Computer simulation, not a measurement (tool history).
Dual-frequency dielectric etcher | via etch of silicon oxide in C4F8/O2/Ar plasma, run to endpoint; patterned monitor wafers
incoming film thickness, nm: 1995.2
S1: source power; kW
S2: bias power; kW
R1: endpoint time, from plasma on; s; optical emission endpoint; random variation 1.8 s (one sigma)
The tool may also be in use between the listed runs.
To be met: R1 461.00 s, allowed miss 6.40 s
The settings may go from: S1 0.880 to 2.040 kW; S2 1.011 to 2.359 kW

run,day,S1,S2,R1
1,0.000,1.460,1.685,419.41
2,0.038,1.370,1.673,433.07
3,0.279,1.320,1.667,439.40
4,0.646,1.080,1.667,471.61
5,0.954,1.100,1.670,467.87
6,1.254,0.940,1.670,499.86
7,1.508,1.000,1.677,483.48
# day 1.817: wet clean of the chamber
8,1.817,1.040,1.682,488.26
9,1.854,1.080,1.689,482.30
10,2.025,1.110,1.687,476.21
11,2.308,1.110,1.687,478.01
12,2.667,1.140,1.686,471.00

Which of these 5 next moves meets every target?
A,3.025,0.990,1.783,?
B,3.025,1.120,1.514,?
C,3.025,1.410,1.445,?
D,3.025,1.150,1.662,?
E,3.025,0.950,1.924,?

move,R1
A,488.01
B,496.13
C,464.23
D,475.10
E,481.29
A: further off than the last run
B: further off than the last run
C: meets every target
D: further off than the last run
E: further off than the last run
The right move is C.
